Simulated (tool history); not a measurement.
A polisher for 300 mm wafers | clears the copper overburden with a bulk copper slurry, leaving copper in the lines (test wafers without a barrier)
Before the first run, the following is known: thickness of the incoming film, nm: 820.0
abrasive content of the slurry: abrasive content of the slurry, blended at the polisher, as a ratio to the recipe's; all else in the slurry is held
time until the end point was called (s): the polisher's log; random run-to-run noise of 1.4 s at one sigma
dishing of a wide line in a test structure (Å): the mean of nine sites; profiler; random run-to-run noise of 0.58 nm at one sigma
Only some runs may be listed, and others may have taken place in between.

run,day,flow of slurry (ml/min),pressure of the wafer on the pad (kPa),speed of the pad under the wafer (m/s),abrasive content of the slurry,overpolish time after the end point (s),time until the end point was called (s),dishing of a wide line in a test structure (Å)
1,0.000,215,12.4,1.12,1.00,23,106.310,499.82
2,0.071,220,11.7,1.24,1.00,20,98.805,484.16
3,0.325,220,11.0,1.32,1.00,17,101.220,466.94
4,0.500,235,10.3,1.42,1.05,15,91.524,454.21
5,0.646,245,9.7,1.44,1.10,13,97.910,423.37
6,0.788,245,9.7,1.44,1.10,7,99.495,304.52

Run 7 has not been measured yet. What should we expect?
7,1.042,245,9.7,1.46,1.10,8,?,?

time until the end point was called (s): 96.325
dishing of a wide line in a test structure (Å): 332.64
